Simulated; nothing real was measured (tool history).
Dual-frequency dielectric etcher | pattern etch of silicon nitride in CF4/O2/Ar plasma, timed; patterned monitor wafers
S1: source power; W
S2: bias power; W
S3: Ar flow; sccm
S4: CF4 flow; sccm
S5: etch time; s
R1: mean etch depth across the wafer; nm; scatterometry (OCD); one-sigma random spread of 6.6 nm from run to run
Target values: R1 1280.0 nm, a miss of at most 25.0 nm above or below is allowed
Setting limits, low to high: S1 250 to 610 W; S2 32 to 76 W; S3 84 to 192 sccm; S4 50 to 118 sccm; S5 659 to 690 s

run 1 day=0.000 | S1=430 S2=54 S3=138 S4=84 S5=659 | R1=1035.6
run 2 day=0.296 | S1=450 S2=54 S3=138 S4=84 S5=659 | R1=1070.8
run 3 day=0.567 | S1=470 S2=54 S3=138 S4=84 S5=659 | R1=1119.6
run 4 day=0.688 | S1=470 S2=54 S3=138 S4=84 S5=690 | R1=1162.4
run 5 day=0.992 | S1=470 S2=54 S3=138 S4=78 S5=690 | R1=1161.8
run 6 day=1.371 | S1=470 S2=54 S3=116 S4=78 S5=690 | R1=1163.7
run 7 day=1.600 | S1=480 S2=54 S3=116 S4=78 S5=690 | R1=1196.6
run 8 day=1.746 | S1=490 S2=54 S3=116 S4=78 S5=690 | R1=1209.2
run 9 day=1.950 | S1=490 S2=54 S3=116 S4=78 S5=690 | R1=1221.3
run 10 day=2.167 | S1=500 S2=54 S3=116 S4=78 S5=690 | R1=1251.1

Exactly one of the 4 candidate moves below puts every result within its allowed miss. Which one?
run A day=2.383 | S1=520 S2=55 S3=123 S4=74 S5=690 | R1=?
run B day=2.383 | S1=500 S2=52 S3=116 S4=85 S5=673 | R1=?
run C day=2.383 | S1=520 S2=52 S3=117 S4=87 S5=668 | R1=?
run D day=2.383 | S1=480 S2=59 S3=122 S4=78 S5=690 | R1=?

move=A R1=1278.3
move=B R1=1210.2
move=C R1=1243.9
move=D R1=1239.2
A: all results in spec
B: misses by more than the last run did
C: misses by more than the last run did
D: misses by more than the last run did
Move A is the one to make.

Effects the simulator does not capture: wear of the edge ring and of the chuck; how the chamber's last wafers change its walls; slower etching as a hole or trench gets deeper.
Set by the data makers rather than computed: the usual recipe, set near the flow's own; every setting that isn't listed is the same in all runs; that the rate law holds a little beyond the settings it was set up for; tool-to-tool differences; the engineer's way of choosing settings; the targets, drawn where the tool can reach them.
